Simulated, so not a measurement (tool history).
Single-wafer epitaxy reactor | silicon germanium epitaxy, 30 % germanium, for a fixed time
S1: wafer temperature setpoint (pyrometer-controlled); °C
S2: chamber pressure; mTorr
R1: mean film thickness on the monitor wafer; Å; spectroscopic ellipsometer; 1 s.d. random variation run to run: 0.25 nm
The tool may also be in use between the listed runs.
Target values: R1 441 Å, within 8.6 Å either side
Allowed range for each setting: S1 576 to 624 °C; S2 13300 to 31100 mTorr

| run | hour | S1 | S2 | R1 |
|---|---|---|---|---|
| 1 | 0 | 600 | 22200 | 586.99 |
| 2 | 0.8 | 600 | 18600 | 543.98 |
| 3 | 3.2 | 600 | 22500 | 587.46 |
| 4 | 9.7 | 592 | 22500 | 494.82 |
| 5 | 11 | 592 | 24000 | 510.89 |
| 6 | 13.9 | 590 | 24000 | 493.22 |
| 7 | 17.2 | 588 | 24000 | 472.12 |
| 8 | 18.3 | 587 | 24000 | 458.81 |
| 9 | 22.1 | 586 | 24000 | 448.88 |

Consider the 4 candidate settings below. Which is the only one whose results all fall within their allowed miss of target?
| A | 25.9 | 586 | 22500 | ? |
| B | 25.9 | 588 | 24000 | ? |
| C | 25.9 | 588 | 23900 | ? |
| D | 25.9 | 586 | 24900 | ? |

| move | R1 |
|---|---|
| A | 434.19 |
| B | 465.28 |
| C | 464.49 |
| D | 452.32 |
A: every result within its allowed miss
B: further off than the last run
C: further off than the last run
D: further off than the last run
So the answer is move A, the one that meets all the targets.
